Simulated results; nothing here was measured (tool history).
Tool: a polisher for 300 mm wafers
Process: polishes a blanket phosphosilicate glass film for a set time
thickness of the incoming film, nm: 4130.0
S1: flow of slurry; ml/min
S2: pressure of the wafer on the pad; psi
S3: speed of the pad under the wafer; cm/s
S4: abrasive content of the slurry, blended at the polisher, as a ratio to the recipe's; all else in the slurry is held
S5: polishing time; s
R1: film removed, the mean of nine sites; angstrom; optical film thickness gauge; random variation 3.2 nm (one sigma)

Run 1, day 0.000: S1 290 ml/min, S2 2.8 psi, S3 90 cm/s, S4 1.0, S5 94 s. Result: R1 5275.8 angstrom.
Run 2, day 0.238: S1 290 ml/min, S2 2.7 psi, S3 90 cm/s, S4 1.0, S5 94 s. Result: R1 5062.8 angstrom.
Run 3, day 0.325: S1 290 ml/min, S2 2.4 psi, S3 90 cm/s, S4 1.0, S5 94 s. Result: R1 4634.8 angstrom.
Run 4, day 0.446: S1 250 ml/min, S2 2.4 psi, S3 90 cm/s, S4 1.0, S5 94 s. Result: R1 4535.6 angstrom.
Run 5, day 0.679: S1 250 ml/min, S2 2.9 psi, S3 90 cm/s, S4 1.0, S5 94 s. Result: R1 5352.3 angstrom.
Run 6, day 0.808: S1 250 ml/min, S2 2.8 psi, S3 90 cm/s, S4 1.0, S5 94 s. Result: R1 5172.5 angstrom.
Run 7, day 1.017: S1 250 ml/min, S2 2.7 psi, S3 90 cm/s, S4 1.0, S5 94 s. Result: R1 5042.5 angstrom.
Run 8, day 1.058: S1 250 ml/min, S2 2.6 psi, S3 90 cm/s, S4 1.0, S5 94 s. Result: R1 4817.8 angstrom.
Run 9, day 1.204: S1 250 ml/min, S2 2.5 psi, S3 90 cm/s, S4 1.0, S5 94 s. Result: R1 4609.2 angstrom.
Run 10, day 1.417: S1 245 ml/min, S2 2.4 psi, S3 90 cm/s, S4 1.0, S5 94 s. Result: R1 4494.9 angstrom.
Run 11, day 1.483: S1 245 ml/min, S2 2.3 psi, S3 90 cm/s, S4 1.0, S5 94 s. Result: R1 4337.7 angstrom.
Run 12, day 1.704: S1 245 ml/min, S2 2.2 psi, S3 90 cm/s, S4 1.0, S5 94 s. Result: R1 4176.1 angstrom.

Forecast run 13:
Run 13, day 1.954: S1 235 ml/min, S2 2.0 psi, S3 90 cm/s, S4 1.0, S5 94 s. Result: R1 ?.

Run 13 gave R1 3959.0 angstrom.

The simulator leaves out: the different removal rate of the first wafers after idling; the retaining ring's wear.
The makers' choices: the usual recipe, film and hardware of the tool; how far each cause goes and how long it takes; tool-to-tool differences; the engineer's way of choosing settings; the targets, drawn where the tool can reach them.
